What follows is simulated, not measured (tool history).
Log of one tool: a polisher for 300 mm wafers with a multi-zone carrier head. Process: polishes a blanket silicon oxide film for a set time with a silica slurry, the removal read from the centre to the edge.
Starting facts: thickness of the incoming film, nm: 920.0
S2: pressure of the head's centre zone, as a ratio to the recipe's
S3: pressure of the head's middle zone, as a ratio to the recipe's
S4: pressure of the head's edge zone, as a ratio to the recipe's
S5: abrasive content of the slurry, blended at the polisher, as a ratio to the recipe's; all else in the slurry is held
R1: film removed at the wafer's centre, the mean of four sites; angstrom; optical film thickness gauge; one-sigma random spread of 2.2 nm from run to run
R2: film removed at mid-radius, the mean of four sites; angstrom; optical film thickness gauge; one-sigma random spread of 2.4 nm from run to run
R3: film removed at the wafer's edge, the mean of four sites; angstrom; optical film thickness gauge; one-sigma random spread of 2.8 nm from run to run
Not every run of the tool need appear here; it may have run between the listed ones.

run 1 hour=0.0 | flow_of_slurry_(ml/min)=265 S2=1.00 S3=1.00 S4=1.00 S5=1.00 polishing_time_(s)=47 | R1=1765.5 R2=1769.4 R3=1766.8
run 2 hour=7.6 | flow_of_slurry_(ml/min)=280 S2=1.05 S3=1.04 S4=1.02 S5=1.15 polishing_time_(s)=47 | R1=1973.4 R2=1936.4 R3=1906.1
run 3 hour=9.7 | flow_of_slurry_(ml/min)=280 S2=1.05 S3=1.04 S4=0.94 S5=1.15 polishing_time_(s)=47 | R1=1961.9 R2=1929.8 R3=1829.2
run 4 hour=18.7 | flow_of_slurry_(ml/min)=290 S2=1.09 S3=1.07 S4=0.96 S5=1.25 polishing_time_(s)=48 | R1=2158.3 R2=2103.3 R3=1937.3
run 5 hour=24.0 | flow_of_slurry_(ml/min)=300 S2=1.12 S3=1.08 S4=0.99 S5=1.30 polishing_time_(s)=49 | R1=2367.2 R2=2185.5 R3=2042.7
run 6 hour=32.7 | flow_of_slurry_(ml/min)=305 S2=1.13 S3=1.10 S4=1.02 S5=1.35 polishing_time_(s)=49 | R1=2422.6 R2=2282.4 R3=2100.6
run 7 hour=37.8 | flow_of_slurry_(ml/min)=310 S2=1.14 S3=1.11 S4=1.04 S5=1.40 polishing_time_(s)=49 | R1=2501.1 R2=2324.6 R3=2186.2
run 8 hour=40.5 | flow_of_slurry_(ml/min)=315 S2=1.15 S3=1.13 S4=1.05 S5=1.45 polishing_time_(s)=49 | R1=2503.9 R2=2357.1 R3=2283.1
run 9 hour=45.7 | flow_of_slurry_(ml/min)=320 S2=1.16 S3=1.14 S4=1.04 S5=1.45 polishing_time_(s)=49 | R1=2519.4 R2=2435.1 R3=2192.1
run 10 hour=52.1 | flow_of_slurry_(ml/min)=325 S2=1.17 S3=1.14 S4=1.05 S5=1.45 polishing_time_(s)=49 | R1=2520.6 R2=2417.9 R3=2224.8
run 11 hour=54.4 | flow_of_slurry_(ml/min)=325 S2=1.18 S3=1.14 S4=1.04 S5=1.45 polishing_time_(s)=49 | R1=2600.4 R2=2433.7 R3=2221.2
run 12 hour=61.0 | flow_of_slurry_(ml/min)=330 S2=1.18 S3=1.14 S4=1.04 S5=1.45 polishing_time_(s)=49 | R1=2564.3 R2=2441.6 R3=2250.5
run 13 hour=69.5 | flow_of_slurry_(ml/min)=325 S2=1.18 S3=1.14 S4=1.03 S5=1.45 polishing_time_(s)=49 | R1=2543.5 R2=2419.1 R3=2211.3

What will run 14 give?
run 14 hour=70.4 | flow_of_slurry_(ml/min)=325 S2=1.18 S3=1.14 S4=1.03 S5=1.45 polishing_time_(s)=49 | R1=? R2=? R3=?

R1: 2611.2 angstrom
R2: 2389.8 angstrom
R3: 2232.0 angstrom
